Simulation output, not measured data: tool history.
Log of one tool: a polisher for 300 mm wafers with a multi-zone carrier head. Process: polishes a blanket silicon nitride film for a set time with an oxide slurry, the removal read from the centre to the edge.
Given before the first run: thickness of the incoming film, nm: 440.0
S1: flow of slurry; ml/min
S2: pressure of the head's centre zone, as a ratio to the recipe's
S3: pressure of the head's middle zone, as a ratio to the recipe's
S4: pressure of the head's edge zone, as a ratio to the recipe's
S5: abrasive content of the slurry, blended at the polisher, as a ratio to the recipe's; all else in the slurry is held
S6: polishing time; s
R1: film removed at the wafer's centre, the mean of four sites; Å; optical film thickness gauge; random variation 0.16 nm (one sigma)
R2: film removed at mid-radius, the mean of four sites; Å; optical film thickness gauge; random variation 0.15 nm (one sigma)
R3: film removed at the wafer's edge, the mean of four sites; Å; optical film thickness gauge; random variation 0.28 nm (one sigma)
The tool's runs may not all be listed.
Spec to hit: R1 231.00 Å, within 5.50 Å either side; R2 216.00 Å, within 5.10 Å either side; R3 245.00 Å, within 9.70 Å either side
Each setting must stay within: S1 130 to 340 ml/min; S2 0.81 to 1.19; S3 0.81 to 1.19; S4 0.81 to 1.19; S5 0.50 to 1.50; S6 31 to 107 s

| run | day | S1 | S2 | S3 | S4 | S5 | S6 | R1 | R2 | R3 |
|---|---|---|---|---|---|---|---|---|---|---|
| 1 | 0.000 | 220 | 1.00 | 1.00 | 1.00 | 1.00 | 69 | 434.04 | 430.34 | 440.16 |
| 2 | 0.296 | 205 | 0.97 | 0.94 | 0.96 | 0.85 | 63 | 351.03 | 346.68 | 364.07 |
| 3 | 0.471 | 195 | 0.96 | 0.90 | 0.94 | 0.75 | 59 | 306.43 | 294.83 | 315.31 |
| 4 | 0.842 | 195 | 0.96 | 0.97 | 0.94 | 0.75 | 59 | 308.20 | 312.83 | 320.88 |
| 5 | 0.912 | 180 | 0.95 | 0.92 | 0.93 | 0.65 | 57 | 271.41 | 266.67 | 283.89 |
| 6 | 0.950 | 180 | 0.95 | 0.92 | 0.93 | 0.65 | 65 | 310.98 | 301.04 | 321.81 |
| 7 | 1.225 | 165 | 0.93 | 0.89 | 0.91 | 0.60 | 62 | 270.21 | 267.43 | 290.92 |
| 8 | 1.529 | 165 | 0.93 | 0.89 | 0.91 | 0.60 | 62 | 270.98 | 267.72 | 288.81 |
| 9 | 1.808 | 155 | 0.93 | 0.86 | 0.90 | 0.55 | 61 | 250.87 | 242.64 | 268.48 |
| 10 | 2.175 | 150 | 0.93 | 0.84 | 0.89 | 0.55 | 61 | 249.56 | 235.14 | 267.48 |
| 11 | 2.338 | 145 | 0.93 | 0.83 | 0.87 | 0.55 | 61 | 246.34 | 230.25 | 263.28 |
| 12 | 2.375 | 145 | 0.93 | 0.83 | 0.85 | 0.55 | 61 | 252.17 | 231.31 | 260.12 |
| 13 | 2.596 | 140 | 0.92 | 0.82 | 0.84 | 0.55 | 61 | 245.44 | 228.15 | 253.24 |
| 14 | 2.688 | 135 | 0.92 | 0.82 | 0.84 | 0.55 | 61 | 242.72 | 224.70 | 256.29 |
| 15 | 2.971 | 135 | 0.90 | 0.81 | 0.81 | 0.50 | 60 | 220.74 | 210.18 | 238.16 |
| 16 | 3.300 | 135 | 0.90 | 0.81 | 0.81 | 0.50 | 60 | 221.74 | 208.90 | 236.16 |

Consider the 4 candidate settings below. Which is the only one whose results all fall within their allowed miss of target?
| A | 3.629 | 150 | 0.97 | 0.90 | 0.81 | 0.55 | 53 | ? | ? | ? |
| B | 3.629 | 135 | 0.86 | 0.86 | 0.88 | 0.60 | 56 | ? | ? | ? |
| C | 3.629 | 130 | 0.91 | 0.81 | 0.81 | 0.55 | 60 | ? | ? | ? |
| D | 3.629 | 130 | 0.96 | 0.81 | 0.86 | 0.60 | 55 | ? | ? | ? |

| move | R1 | R2 | R3 |
|---|---|---|---|
| A | 228.20 | 215.22 | 224.10 |
| B | 217.22 | 223.64 | 252.55 |
| C | 233.51 | 216.53 | 248.37 |
| D | 235.90 | 207.19 | 244.11 |
A: the furthest-off result lands on target, but another misses its tolerance
B: further off than the last run
C: every result within its allowed miss
D: the furthest-off result lands on target, but another misses its tolerance
C meets every target.
